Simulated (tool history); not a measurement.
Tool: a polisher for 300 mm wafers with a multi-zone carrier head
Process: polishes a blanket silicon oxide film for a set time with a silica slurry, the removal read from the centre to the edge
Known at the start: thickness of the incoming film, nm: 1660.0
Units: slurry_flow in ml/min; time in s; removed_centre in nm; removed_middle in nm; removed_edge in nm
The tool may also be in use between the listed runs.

run  hour  slurry_flow  centre_zone  middle_zone  edge_zone  slurry_solids  time  removed_centre  removed_middle  removed_edge
  1   0.0          265         1.00         1.00       1.00           1.00    56          188.41          192.39        186.81
  2   5.2          265         1.00         1.00       1.00           0.80    56          173.35          174.83        174.22
  3   5.9          325         1.00         1.00       1.00           0.80    56          176.06          177.56        174.16
  4   8.9          325         1.00         1.00       1.06           0.80    56          177.20          173.75        178.98
  5  15.3          345         0.97         1.00       1.00           0.70    53          154.16          159.06        157.35
  6  20.2          405         0.97         1.00       1.00           0.70    53          158.22          163.67        160.26
  7  21.4          400         0.95         0.99       0.95           0.65    51          144.69          150.10        144.28
  8  28.4          385         0.92         0.99       0.91           0.60    51          133.73          143.60        137.53
  9  30.1          370         0.91         1.00       0.88           0.55    51          127.28          140.52        129.87
 10  32.0          355         0.90         1.00       0.86           0.55    51          125.84          138.04        129.80
 11  33.4          355         0.90         1.01       0.84           0.55    51          125.25          141.69        125.70
 12  35.0          355         0.90         1.01       0.84           0.55    51          125.91          141.68        129.44

Forecast run 13:
 13  43.5          355         0.90         1.01       0.83           0.55    51               ?               ?             ?

Run 13 gave removed_centre 125.80 nm, removed_middle 139.86 nm, removed_edge 126.58 nm.
